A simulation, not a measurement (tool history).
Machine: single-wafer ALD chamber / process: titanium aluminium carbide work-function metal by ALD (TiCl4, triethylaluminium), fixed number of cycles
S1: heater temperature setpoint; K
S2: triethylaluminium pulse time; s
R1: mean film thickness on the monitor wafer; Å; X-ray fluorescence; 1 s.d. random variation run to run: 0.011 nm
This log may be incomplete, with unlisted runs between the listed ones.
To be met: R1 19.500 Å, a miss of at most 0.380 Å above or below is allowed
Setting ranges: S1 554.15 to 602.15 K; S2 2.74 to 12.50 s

run  hour      S1    S2      R1
  1   0.0  578.15  7.62  22.601
  2   1.8  576.15  7.30  22.305
  3   4.9  569.15  7.30  21.430
  4   7.7  567.15  7.15  21.137
  5  15.6  566.15  7.02  21.065
  6  22.4  565.15  6.86  20.753
  7  27.1  564.15  6.78  20.741
  8  32.6  563.15  6.65  20.647
  9  39.8  563.15  6.65  20.241

5 next moves are on the table. One of them brings every result within its allowed miss. Which?
  A  47.0  572.15  7.51   ?
  B  47.0  565.15  7.60   ?
  C  47.0  559.15  7.60   ?
  D  47.0  572.15  5.10   ?
  E  47.0  575.15  5.57   ?

move      R1
   A  21.936
   B  21.225
   C  20.575
   D  19.658
   E  20.564
A: its largest miss is bigger than the last run's
B: its largest miss is bigger than the last run's
C: its largest miss is bigger than the last run's
D: each result inside its tolerance
E: its largest miss is bigger than the last run's
The move that meets every target is D.
